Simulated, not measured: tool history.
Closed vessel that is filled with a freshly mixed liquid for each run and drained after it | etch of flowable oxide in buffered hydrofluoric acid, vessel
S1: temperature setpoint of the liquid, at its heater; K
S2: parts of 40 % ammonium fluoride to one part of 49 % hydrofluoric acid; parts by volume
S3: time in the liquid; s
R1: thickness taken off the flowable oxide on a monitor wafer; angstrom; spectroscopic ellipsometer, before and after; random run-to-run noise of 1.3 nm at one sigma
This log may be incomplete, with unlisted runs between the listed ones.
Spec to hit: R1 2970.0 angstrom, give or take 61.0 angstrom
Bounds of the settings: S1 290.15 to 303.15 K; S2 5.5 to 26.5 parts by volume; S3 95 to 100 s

| run | hour | S1 | S2 | S3 | R1 |
|---|---|---|---|---|---|
| 1 | 0.0 | 295.15 | 16.0 | 95 | 1480.7 |
| 2 | 9.1 | 293.65 | 16.0 | 95 | 1357.3 |
| 3 | 11.5 | 293.65 | 12.5 | 95 | 1730.7 |
| 4 | 18.3 | 296.15 | 12.5 | 95 | 1990.6 |
| 5 | 23.5 | 298.15 | 12.5 | 95 | 2214.1 |
| 6 | 29.3 | 299.65 | 12.5 | 95 | 2415.2 |
|  | 36.5 | hydrofluoric acid flow meter replaced |
| 7 | 36.5 | 300.65 | 12.5 | 95 | 2702.7 |
| 8 | 41.2 | 300.65 | 12.5 | 95 | 2709.6 |
| 9 | 44.9 | 301.15 | 12.5 | 95 | 2758.7 |
| 10 | 53.5 | 301.65 | 12.5 | 95 | 2845.0 |

Of the 4 settings listed for the next run, only one would bring every result within its allowed miss of target. Which one?
| A | 62.1 | 301.15 | 13.0 | 100 | ? |
| B | 62.1 | 296.15 | 9.0 | 100 | ? |
| C | 62.1 | 302.65 | 13.0 | 95 | ? |
| D | 62.1 | 299.15 | 11.5 | 100 | ? |

| move | R1 |
|---|---|
| A | 2810.5 |
| B | 2960.8 |
| C | 2890.6 |
| D | 2846.5 |
A: further off than the last run
B: all results in spec
C: nearer than the last run, and not there yet
D: neither nearer nor further off than the last run
B meets every target.

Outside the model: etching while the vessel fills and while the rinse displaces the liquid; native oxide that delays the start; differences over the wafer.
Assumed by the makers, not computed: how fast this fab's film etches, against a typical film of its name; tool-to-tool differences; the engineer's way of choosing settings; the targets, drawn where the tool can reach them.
